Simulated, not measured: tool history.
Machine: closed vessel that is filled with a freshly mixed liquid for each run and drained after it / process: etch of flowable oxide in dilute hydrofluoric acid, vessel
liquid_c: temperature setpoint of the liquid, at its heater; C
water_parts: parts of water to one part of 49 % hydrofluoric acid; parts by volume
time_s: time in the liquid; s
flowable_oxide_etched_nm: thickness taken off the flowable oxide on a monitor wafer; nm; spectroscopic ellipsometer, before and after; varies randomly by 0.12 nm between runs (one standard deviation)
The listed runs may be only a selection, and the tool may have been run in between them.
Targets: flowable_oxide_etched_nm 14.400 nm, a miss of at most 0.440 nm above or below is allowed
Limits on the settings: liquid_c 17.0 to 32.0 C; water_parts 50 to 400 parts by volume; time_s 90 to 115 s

| run | hour | liquid_c | water_parts | time_s | flowable_oxide_etched_nm |
|---|---|---|---|---|---|
| 1 | 0.0 | 24.0 | 225 | 115 | 23.030 |
| 2 | 2.2 | 24.0 | 225 | 115 | 23.370 |
| 3 | 7.2 | 22.0 | 240 | 115 | 19.774 |
| 4 | 7.7 | 22.0 | 165 | 115 | 31.185 |
| 5 | 9.8 | 22.0 | 135 | 115 | 39.436 |
| 6 | 13.4 | 20.5 | 135 | 115 | 37.224 |
| 7 | 16.4 | 19.5 | 180 | 115 | 25.178 |
| 8 | 23.7 | 17.0 | 255 | 115 | 15.353 |
| 9 | 29.4 | 17.0 | 260 | 115 | 14.942 |

Which one of the following 5 next-run settings gets every result inside its allowed miss? There is exactly one.
| A | 35.1 | 17.0 | 225 | 100 | ? |
| B | 35.1 | 17.5 | 245 | 115 | ? |
| C | 35.1 | 19.5 | 280 | 110 | ? |
| D | 35.1 | 18.0 | 260 | 115 | ? |
| E | 35.1 | 17.0 | 200 | 90 | ? |

| move | flowable_oxide_etched_nm |
|---|---|
| A | 15.393 |
| B | 16.285 |
| C | 14.252 |
| D | 15.438 |
| E | 15.942 |
A: moves away from the targets compared with the last run
B: moves away from the targets compared with the last run
C: hits every target within its allowed miss
D: moves away from the targets compared with the last run
E: moves away from the targets compared with the last run
The right move is C.
